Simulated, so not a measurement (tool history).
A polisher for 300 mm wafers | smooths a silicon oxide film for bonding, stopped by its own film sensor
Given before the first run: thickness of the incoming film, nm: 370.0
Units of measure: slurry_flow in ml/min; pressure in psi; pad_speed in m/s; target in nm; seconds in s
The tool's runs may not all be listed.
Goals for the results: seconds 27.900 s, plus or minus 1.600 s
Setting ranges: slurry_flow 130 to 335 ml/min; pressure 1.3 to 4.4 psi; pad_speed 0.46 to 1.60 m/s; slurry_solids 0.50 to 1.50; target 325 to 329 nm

Run 1, hour 0.0: slurry_flow 215 ml/min, pressure 2.8 psi, pad_speed 1.02 m/s, slurry_solids 1.00, target 325 nm. Result: seconds 37.832 s.
Run 2, hour 7.9: slurry_flow 215 ml/min, pressure 2.8 psi, pad_speed 1.02 m/s, slurry_solids 1.10, target 325 nm. Result: seconds 37.580 s.
Run 3, hour 16.0: slurry_flow 215 ml/min, pressure 2.8 psi, pad_speed 1.02 m/s, slurry_solids 1.10, target 325 nm. Result: seconds 37.423 s.
Run 4, hour 22.8: slurry_flow 215 ml/min, pressure 2.4 psi, pad_speed 1.02 m/s, slurry_solids 1.10, target 325 nm. Result: seconds 42.300 s.
Run 5, hour 26.7: slurry_flow 215 ml/min, pressure 1.8 psi, pad_speed 1.02 m/s, slurry_solids 1.10, target 325 nm. Result: seconds 52.507 s.
Run 6, hour 35.6: slurry_flow 215 ml/min, pressure 2.3 psi, pad_speed 1.04 m/s, slurry_solids 1.10, target 325 nm. Result: seconds 42.677 s.
Run 7, hour 38.3: slurry_flow 215 ml/min, pressure 2.7 psi, pad_speed 1.06 m/s, slurry_solids 1.10, target 325 nm. Result: seconds 36.399 s.
Run 8, hour 40.5: slurry_flow 215 ml/min, pressure 2.9 psi, pad_speed 1.06 m/s, slurry_solids 1.10, target 325 nm. Result: seconds 34.604 s.
Run 9, hour 45.7: slurry_flow 215 ml/min, pressure 3.1 psi, pad_speed 1.06 m/s, slurry_solids 1.10, target 325 nm. Result: seconds 33.132 s.
Run 10, hour 51.3: slurry_flow 215 ml/min, pressure 3.3 psi, pad_speed 1.06 m/s, slurry_solids 1.10, target 325 nm. Result: seconds 31.753 s.

Exactly one of the 5 candidate moves below puts every result within its allowed miss. Which one?
Run A, hour 56.9: slurry_flow 235 ml/min, pressure 3.5 psi, pad_speed 0.92 m/s, slurry_solids 1.00, target 325 nm. Result: seconds ?.
Run B, hour 56.9: slurry_flow 220 ml/min, pressure 3.5 psi, pad_speed 1.04 m/s, slurry_solids 1.05, target 325 nm. Result: seconds ?.
Run C, hour 56.9: slurry_flow 210 ml/min, pressure 3.0 psi, pad_speed 0.96 m/s, slurry_solids 1.05, target 325 nm. Result: seconds ?.
Run D, hour 56.9: slurry_flow 165 ml/min, pressure 3.4 psi, pad_speed 1.28 m/s, slurry_solids 1.00, target 329 nm. Result: seconds ?.
Run E, hour 56.9: slurry_flow 235 ml/min, pressure 3.1 psi, pad_speed 0.88 m/s, slurry_solids 1.05, target 325 nm. Result: seconds ?.

move  seconds
   A   34.650
   B   32.034
   C   38.243
   D   28.661
   E   38.297
A: misses by more than the last run did
B: misses by more than the last run did
C: misses by more than the last run did
D: all results land within tolerance of their targets
E: misses by more than the last run did
The move that meets every target is D.
